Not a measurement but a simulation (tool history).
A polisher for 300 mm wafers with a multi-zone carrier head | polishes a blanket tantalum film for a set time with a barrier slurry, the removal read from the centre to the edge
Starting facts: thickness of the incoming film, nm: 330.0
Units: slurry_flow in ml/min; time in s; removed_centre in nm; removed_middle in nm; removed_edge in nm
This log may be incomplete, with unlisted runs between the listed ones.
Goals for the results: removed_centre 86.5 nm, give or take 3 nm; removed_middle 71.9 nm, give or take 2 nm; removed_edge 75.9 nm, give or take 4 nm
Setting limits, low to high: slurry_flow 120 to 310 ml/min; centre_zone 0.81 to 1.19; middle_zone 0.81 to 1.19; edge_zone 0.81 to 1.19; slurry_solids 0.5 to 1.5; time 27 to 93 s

run 1 hour=0 | slurry_flow=200 centre_zone=1 middle_zone=1 edge_zone=1 slurry_solids=1 time=59 | removed_centre=128.05 removed_middle=130.32 removed_edge=131.51
run 2 hour=6.9 | slurry_flow=200 centre_zone=1 middle_zone=1 edge_zone=1 slurry_solids=1 time=47 | removed_centre=103.22 removed_middle=101.47 removed_edge=106.5
run 3 hour=8.6 | slurry_flow=200 centre_zone=1.01 middle_zone=0.99 edge_zone=0.98 slurry_solids=0.95 time=46 | removed_centre=99.95 removed_middle=96.23 removed_edge=100.57
run 4 hour=13.8 | slurry_flow=195 centre_zone=1.01 middle_zone=0.98 edge_zone=0.96 slurry_solids=0.9 time=46 | removed_centre=97.922 removed_middle=94.432 removed_edge=98.162
run 5 hour=20.8 | slurry_flow=195 centre_zone=1.02 middle_zone=0.97 edge_zone=0.94 slurry_solids=0.85 time=46 | removed_centre=97.356 removed_middle=90.733 removed_edge=95.507
run 6 hour=21.6 | slurry_flow=195 centre_zone=1.02 middle_zone=0.97 edge_zone=0.94 slurry_solids=0.85 time=32 | removed_centre=67.505 removed_middle=63.848 removed_edge=65.057
run 7 hour=30.3 | slurry_flow=250 centre_zone=1.12 middle_zone=1 edge_zone=1.04 slurry_solids=1.05 time=32 | removed_centre=81.962 removed_middle=72.046 removed_edge=76.144
run 8 hour=31.9 | slurry_flow=250 centre_zone=1.13 middle_zone=1 edge_zone=1.04 slurry_solids=1.05 time=32 | removed_centre=82.553 removed_middle=72.698 removed_edge=72.99
run 9 hour=34.6 | slurry_flow=250 centre_zone=1.13 middle_zone=1 edge_zone=1.05 slurry_solids=1.05 time=32 | removed_centre=83.613 removed_middle=71.247 removed_edge=77.955

Which single option among these 5 for the next run brings every result within its allowed miss of target? Just one does.
run A hour=37.3 | slurry_flow=275 centre_zone=1.19 middle_zone=1 edge_zone=1.09 slurry_solids=1.1 time=31 | removed_centre=? removed_middle=? removed_edge=?
run B hour=37.3 | slurry_flow=225 centre_zone=1.08 middle_zone=1 edge_zone=1.17 slurry_solids=0.95 time=33 | removed_centre=? removed_middle=? removed_edge=?
run C hour=37.3 | slurry_flow=210 centre_zone=1.13 middle_zone=0.99 edge_zone=1.15 slurry_solids=1.3 time=30 | removed_centre=? removed_middle=? removed_edge=?
run D hour=37.3 | slurry_flow=260 centre_zone=1.05 middle_zone=0.96 edge_zone=1.02 slurry_solids=0.95 time=34 | removed_centre=? removed_middle=? removed_edge=?
run E hour=37.3 | slurry_flow=215 centre_zone=1.19 middle_zone=0.97 edge_zone=1.05 slurry_solids=1.1 time=34 | removed_centre=? removed_middle=? removed_edge=?

move=A removed_centre=86.731 removed_middle=72.551 removed_edge=77.001
move=B removed_centre=77.975 removed_middle=72.003 removed_edge=79.689
move=C removed_centre=80.269 removed_middle=70.361 removed_edge=78.059
move=D removed_centre=79.74 removed_middle=73.041 removed_edge=77.731
move=E removed_centre=91.847 removed_middle=75.172 removed_edge=80.99
A: every result within its allowed miss
B: its largest miss is bigger than the last run's
C: its largest miss is bigger than the last run's
D: its largest miss is bigger than the last run's
E: the result that was furthest off in the last run now lies on the other side of its target
Move A is the one to make.

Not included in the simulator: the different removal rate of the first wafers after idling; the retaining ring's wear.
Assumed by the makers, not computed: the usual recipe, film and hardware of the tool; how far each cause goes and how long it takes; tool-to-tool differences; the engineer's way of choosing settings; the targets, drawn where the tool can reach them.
